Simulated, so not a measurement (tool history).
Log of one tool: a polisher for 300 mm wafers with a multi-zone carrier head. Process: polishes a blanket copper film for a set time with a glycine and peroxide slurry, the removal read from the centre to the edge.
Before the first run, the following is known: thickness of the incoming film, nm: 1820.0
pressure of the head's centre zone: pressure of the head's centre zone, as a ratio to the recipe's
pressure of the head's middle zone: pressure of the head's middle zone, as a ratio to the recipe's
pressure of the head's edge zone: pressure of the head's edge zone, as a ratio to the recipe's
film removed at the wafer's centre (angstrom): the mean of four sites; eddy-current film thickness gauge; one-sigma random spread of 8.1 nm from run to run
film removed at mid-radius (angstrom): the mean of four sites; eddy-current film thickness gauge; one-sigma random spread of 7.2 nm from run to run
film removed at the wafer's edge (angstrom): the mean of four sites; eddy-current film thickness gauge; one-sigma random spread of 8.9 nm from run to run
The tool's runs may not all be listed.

run,hour,flow of slurry (ml/min),pressure of the head's centre zone,pressure of the head's middle zone,pressure of the head's edge zone,polishing time (s),film removed at the wafer's centre (angstrom),film removed at mid-radius (angstrom),film removed at the wafer's edge (angstrom)
1,0.0,240,1.00,1.00,1.00,86,4748.3,4943.4,4813.9
2,3.8,245,1.02,1.01,1.02,90,5170.5,5184.3,5135.9
3,8.6,250,1.03,1.03,1.04,93,5479.9,5443.1,5269.8
4,10.0,250,1.03,1.09,1.04,93,5345.8,5679.3,5367.7
5,13.8,250,1.03,1.09,1.08,93,5479.7,5784.8,5503.8
6,18.9,250,1.03,1.13,1.08,93,5458.7,5910.8,5496.3

What will run 7 give?
7,25.6,250,1.03,1.13,1.08,93,?,?,?

film removed at the wafer's centre (angstrom): 5424.3
film removed at mid-radius (angstrom): 5904.2
film removed at the wafer's edge (angstrom): 5342.6
